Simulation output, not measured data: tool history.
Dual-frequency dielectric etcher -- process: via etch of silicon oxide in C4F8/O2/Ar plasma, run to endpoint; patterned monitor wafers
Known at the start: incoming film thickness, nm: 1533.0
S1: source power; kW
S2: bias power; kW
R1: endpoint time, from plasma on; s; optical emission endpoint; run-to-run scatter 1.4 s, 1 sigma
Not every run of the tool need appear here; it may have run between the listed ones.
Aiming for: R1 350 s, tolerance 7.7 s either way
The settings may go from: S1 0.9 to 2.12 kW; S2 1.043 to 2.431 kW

run	hour	S1	S2	R1
1	0	1.51	1.737	392.53
2	4.3	1.29	1.737	426.39
3	5.4	1.49	1.737	399.46
4	14.1	1.6	1.765	379.41
5	16.7	1.5	1.765	395.6
6	17.4	1.26	1.765	424.85
7	24.9	1.42	1.804	398.57
8	26.5	1.52	1.823	385.74

Which one of the following 5 next-run settings gets every result inside its allowed miss? There is exactly one.
A	28.1	1.87	2.096	?
B	28.1	1.59	2.258	?
C	28.1	1.7	1.767	?
D	28.1	1.36	1.931	?
E	28.1	1.64	1.875	?

move	R1
A	332.71
B	349.46
C	368.8
D	397.75
E	367.49
A: pushes the last run's worst result past its target
B: all results land within tolerance of their targets
C: gains on the last run, yet a result remains outside its allowed miss
D: misses by more than the last run did
E: gains on the last run, yet a result remains outside its allowed miss
B meets every target.
